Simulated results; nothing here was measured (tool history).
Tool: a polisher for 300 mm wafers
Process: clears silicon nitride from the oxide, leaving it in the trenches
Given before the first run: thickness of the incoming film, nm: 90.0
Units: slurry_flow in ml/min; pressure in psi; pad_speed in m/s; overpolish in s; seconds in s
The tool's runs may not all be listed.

{"run": 1, "hour": 0.0, "slurry_flow": 240, "pressure": 2.7, "pad_speed": 0.78, "overpolish": 21, "seconds": 112.41}
{"run": 2, "hour": 6.1, "slurry_flow": 240, "pressure": 2.7, "pad_speed": 0.78, "overpolish": 21, "seconds": 111.65}
{"run": 3, "hour": 7.8, "slurry_flow": 240, "pressure": 2.8, "pad_speed": 0.78, "overpolish": 21, "seconds": 109.74}
{"run": 4, "hour": 14.4, "slurry_flow": 240, "pressure": 2.8, "pad_speed": 0.62, "overpolish": 21, "seconds": 138.2}
{"run": 5, "hour": 22.1, "slurry_flow": 240, "pressure": 3.3, "pad_speed": 0.62, "overpolish": 21, "seconds": 115.23}
{"run": 6, "hour": 26.4, "slurry_flow": 240, "pressure": 3.3, "pad_speed": 0.48, "overpolish": 21, "seconds": 146.85}
{"run": 7, "hour": 30.0, "slurry_flow": 240, "pressure": 3.4, "pad_speed": 0.5, "overpolish": 21, "seconds": 137.56}
{"run": 8, "hour": 33.2, "slurry_flow": 240, "pressure": 3.5, "pad_speed": 0.52, "overpolish": 21, "seconds": 130.84}
{"run": 9, "hour": 35.4, "slurry_flow": 240, "pressure": 3.6, "pad_speed": 0.54, "overpolish": 21, "seconds": 123.13}
{"run": 10, "hour": 42.3, "slurry_flow": 240, "pressure": 3.7, "pad_speed": 0.56, "overpolish": 21, "seconds": 114.79}
{"run": 11, "hour": 51.2, "slurry_flow": 240, "pressure": 3.8, "pad_speed": 0.58, "overpolish": 21, "seconds": 107.84}

Expected results for the next run?
{"run": 12, "hour": 54.5, "slurry_flow": 240, "pressure": 3.9, "pad_speed": 0.58, "overpolish": 21, "seconds": "?"}

Run 12 came out at seconds 103.62 s.
